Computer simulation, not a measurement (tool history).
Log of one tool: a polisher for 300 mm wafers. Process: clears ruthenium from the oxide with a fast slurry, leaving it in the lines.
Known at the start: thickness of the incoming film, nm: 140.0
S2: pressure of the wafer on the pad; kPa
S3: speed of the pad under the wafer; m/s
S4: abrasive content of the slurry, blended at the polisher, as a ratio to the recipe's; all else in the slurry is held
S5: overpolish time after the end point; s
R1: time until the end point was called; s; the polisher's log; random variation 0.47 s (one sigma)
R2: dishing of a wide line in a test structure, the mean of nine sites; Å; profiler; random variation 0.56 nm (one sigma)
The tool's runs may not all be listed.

Run 1, hour 0.0: flow of slurry (ml/min) 290, S2 19.3 kPa, S3 1.28 m/s, S4 1.0, S5 28 s. Result: R1 31.166 s, R2 442.35 Å.
Run 2, hour 4.3: flow of slurry (ml/min) 290, S2 19.3 kPa, S3 1.48 m/s, S4 1.0, S5 28 s. Result: R1 27.138 s, R2 468.91 Å.
Run 3, hour 6.8: flow of slurry (ml/min) 290, S2 16.5 kPa, S3 1.48 m/s, S4 1.0, S5 28 s. Result: R1 31.789 s, R2 441.05 Å.
Run 4, hour 11.5: flow of slurry (ml/min) 290, S2 15.2 kPa, S3 1.48 m/s, S4 1.0, S5 30 s. Result: R1 33.652 s, R2 444.22 Å.
Run 5, hour 19.2: flow of slurry (ml/min) 290, S2 13.8 kPa, S3 1.48 m/s, S4 1.0, S5 31 s. Result: R1 37.385 s, R2 437.94 Å.
Run 6, hour 24.1: flow of slurry (ml/min) 290, S2 13.1 kPa, S3 1.48 m/s, S4 1.0, S5 32 s. Result: R1 39.345 s, R2 437.07 Å.
Run 7, hour 32.7: flow of slurry (ml/min) 290, S2 12.4 kPa, S3 1.48 m/s, S4 1.0, S5 32 s. Result: R1 41.501 s, R2 421.74 Å.
Run 8, hour 38.1: flow of slurry (ml/min) 290, S2 10.3 kPa, S3 1.48 m/s, S4 1.0, S5 37 s. Result: R1 49.139 s, R2 423.48 Å.

The next listed run, before its measurement:
Run 9, hour 45.5: flow of slurry (ml/min) 290, S2 10.3 kPa, S3 1.48 m/s, S4 1.0, S5 37 s. Result: R1 ?, R2 ?.

R1: 49.578 s
R2: 426.30 Å
